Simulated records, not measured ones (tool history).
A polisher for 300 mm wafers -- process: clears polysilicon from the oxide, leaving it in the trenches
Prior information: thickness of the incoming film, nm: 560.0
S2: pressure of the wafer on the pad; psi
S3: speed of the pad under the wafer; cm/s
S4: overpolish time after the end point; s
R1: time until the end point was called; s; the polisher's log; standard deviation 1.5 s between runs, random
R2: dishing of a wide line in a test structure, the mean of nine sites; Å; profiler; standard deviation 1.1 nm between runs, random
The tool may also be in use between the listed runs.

run 1 day=0.000 | flow_of_slurry_(ml/min)=310 S2=2.4 S3=80 S4=21 | R1=67.008 R2=735.99
run 2 day=0.371 | flow_of_slurry_(ml/min)=310 S2=2.2 S3=80 S4=21 | R1=75.375 R2=726.50
run 3 day=0.583 | flow_of_slurry_(ml/min)=310 S2=2.2 S3=80 S4=16 | R1=73.854 R2=650.76
run 4 day=0.879 | flow_of_slurry_(ml/min)=310 S2=2.2 S3=80 S4=7 | R1=76.434 R2=393.32
run 5 day=1.008 | flow_of_slurry_(ml/min)=310 S2=2.2 S3=72 S4=7 | R1=82.652 R2=372.97
run 6 day=1.112 | flow_of_slurry_(ml/min)=310 S2=2.0 S3=74 S4=9 | R1=89.248 R2=412.79
run 7 day=1.288 | flow_of_slurry_(ml/min)=310 S2=1.9 S3=76 S4=11 | R1=87.428 R2=492.09
run 8 day=1.412 | flow_of_slurry_(ml/min)=310 S2=1.8 S3=76 S4=11 | R1=93.745 R2=466.19
run 9 day=1.596 | flow_of_slurry_(ml/min)=310 S2=1.7 S3=78 S4=12 | R1=97.263 R2=472.53
run 10 day=1.775 | flow_of_slurry_(ml/min)=310 S2=1.7 S3=78 S4=12 | R1=96.792 R2=467.20

Forecast run 11:
run 11 day=1.988 | flow_of_slurry_(ml/min)=310 S2=1.6 S3=78 S4=13 | R1=? R2=?

Logged for run 11: R1 101.470 s, R2 473.34 Å.
